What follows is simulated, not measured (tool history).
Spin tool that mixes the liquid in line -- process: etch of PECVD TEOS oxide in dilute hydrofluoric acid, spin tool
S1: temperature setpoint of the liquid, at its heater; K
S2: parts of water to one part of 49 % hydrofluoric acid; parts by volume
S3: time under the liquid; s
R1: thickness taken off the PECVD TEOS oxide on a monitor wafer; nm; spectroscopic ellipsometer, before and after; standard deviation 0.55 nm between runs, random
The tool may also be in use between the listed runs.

| run | hour | S1 | S2 | S3 | R1 |
|---|---|---|---|---|---|
| 1 | 0 | 293.15 | 175 | 230 | 14.713 |
| 2 | 5.4 | 295.65 | 130 | 235 | 23.571 |
| 3 | 7.1 | 295.65 | 165 | 235 | 17.895 |
| 4 | 10.2 | 297.15 | 125 | 235 | 25.75 |
| 5 | 11.2 | 297.15 | 190 | 235 | 15.621 |
| 6 | 17.8 | 297.15 | 230 | 235 | 12.641 |

The next listed run, before its measurement:
| 7 | 25.5 | 298.15 | 165 | 240 | ? |

R1: 19.98 nm

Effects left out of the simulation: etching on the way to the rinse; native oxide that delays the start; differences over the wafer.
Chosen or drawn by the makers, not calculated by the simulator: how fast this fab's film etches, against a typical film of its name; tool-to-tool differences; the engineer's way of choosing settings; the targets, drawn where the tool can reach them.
